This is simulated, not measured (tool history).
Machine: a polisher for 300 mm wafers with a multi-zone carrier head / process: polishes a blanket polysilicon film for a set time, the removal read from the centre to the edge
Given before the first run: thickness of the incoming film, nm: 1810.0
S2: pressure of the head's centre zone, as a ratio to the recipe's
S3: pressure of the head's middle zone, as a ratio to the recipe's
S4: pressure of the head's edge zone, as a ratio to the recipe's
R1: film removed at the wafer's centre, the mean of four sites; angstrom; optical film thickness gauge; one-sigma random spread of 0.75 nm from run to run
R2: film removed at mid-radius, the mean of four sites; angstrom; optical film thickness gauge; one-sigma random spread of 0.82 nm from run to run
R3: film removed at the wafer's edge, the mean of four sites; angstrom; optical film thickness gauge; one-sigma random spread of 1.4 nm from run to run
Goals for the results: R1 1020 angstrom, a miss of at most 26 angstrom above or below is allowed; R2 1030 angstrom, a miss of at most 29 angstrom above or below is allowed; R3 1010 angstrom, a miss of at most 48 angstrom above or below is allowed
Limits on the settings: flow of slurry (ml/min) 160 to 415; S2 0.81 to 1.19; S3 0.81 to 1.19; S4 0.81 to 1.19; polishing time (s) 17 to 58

{"run": 1, "hour": 0.0, "flow of slurry (ml/min)": 265, "S2": 1, "S3": 1, "S4": 1, "polishing time (s)": 37, "R1": 1474.9, "R2": 1474.4, "R3": 1501.6}
{"run": 2, "hour": 8.3, "flow of slurry (ml/min)": 235, "S2": 1, "S3": 1, "S4": 1, "polishing time (s)": 37, "R1": 1449.1, "R2": 1449.5, "R3": 1480.6}
{"run": 3, "hour": 15.0, "flow of slurry (ml/min)": 235, "S2": 1, "S3": 1, "S4": 1.04, "polishing time (s)": 37, "R1": 1437.9, "R2": 1450.3, "R3": 1562.5}
{"run": 4, "hour": 18.5, "flow of slurry (ml/min)": 230, "S2": 0.96, "S3": 0.96, "S4": 0.98, "polishing time (s)": 35, "R1": 1324.4, "R2": 1307.7, "R3": 1378.7}
{"run": 5, "hour": 24.7, "flow of slurry (ml/min)": 225, "S2": 0.92, "S3": 0.94, "S4": 0.94, "polishing time (s)": 33, "R1": 1168.2, "R2": 1218, "R3": 1270.4}
{"run": 6, "hour": 32.5, "flow of slurry (ml/min)": 225, "S2": 0.92, "S3": 0.86, "S4": 0.94, "polishing time (s)": 33, "R1": 1182.2, "R2": 1131.5, "R3": 1277.8}
{"run": 7, "hour": 41.3, "flow of slurry (ml/min)": 250, "S2": 0.94, "S3": 0.95, "S4": 0.84, "polishing time (s)": 26, "R1": 946.52, "R2": 969.33, "R3": 959.65}
{"run": 8, "hour": 42.7, "flow of slurry (ml/min)": 260, "S2": 0.95, "S3": 0.96, "S4": 0.85, "polishing time (s)": 26, "R1": 979.26, "R2": 995.79, "R3": 985.19}

Below are 4 possible settings for the next run. Only one of them brings all results inside the allowed miss of their targets. Which is it?
{"run": "A", "hour": 44.1, "flow of slurry (ml/min)": 240, "S2": 0.97, "S3": 0.91, "S4": 0.85, "polishing time (s)": 26, "R1": "?", "R2": "?", "R3": "?"}
{"run": "B", "hour": 44.1, "flow of slurry (ml/min)": 165, "S2": 0.93, "S3": 1.03, "S4": 0.9, "polishing time (s)": 27, "R1": "?", "R2": "?", "R3": "?"}
{"run": "C", "hour": 44.1, "flow of slurry (ml/min)": 255, "S2": 0.93, "S3": 0.97, "S4": 0.84, "polishing time (s)": 25, "R1": "?", "R2": "?", "R3": "?"}
{"run": "D", "hour": 44.1, "flow of slurry (ml/min)": 245, "S2": 0.96, "S3": 0.96, "S4": 0.85, "polishing time (s)": 27, "R1": "?", "R2": "?", "R3": "?"}

move=A R1=993.85 R2=947.03 R3=963.3
move=B R1=934 R2=1036.1 R3=986.18
move=C R1=923.34 R2=967.37 R3=925.45
move=D R1=1024.4 R2=1030.9 R3=1001.5
A: lands further from the targets than the last run did
B: lands further from the targets than the last run did
C: lands further from the targets than the last run did
D: all results in spec
The move that meets every target is D.

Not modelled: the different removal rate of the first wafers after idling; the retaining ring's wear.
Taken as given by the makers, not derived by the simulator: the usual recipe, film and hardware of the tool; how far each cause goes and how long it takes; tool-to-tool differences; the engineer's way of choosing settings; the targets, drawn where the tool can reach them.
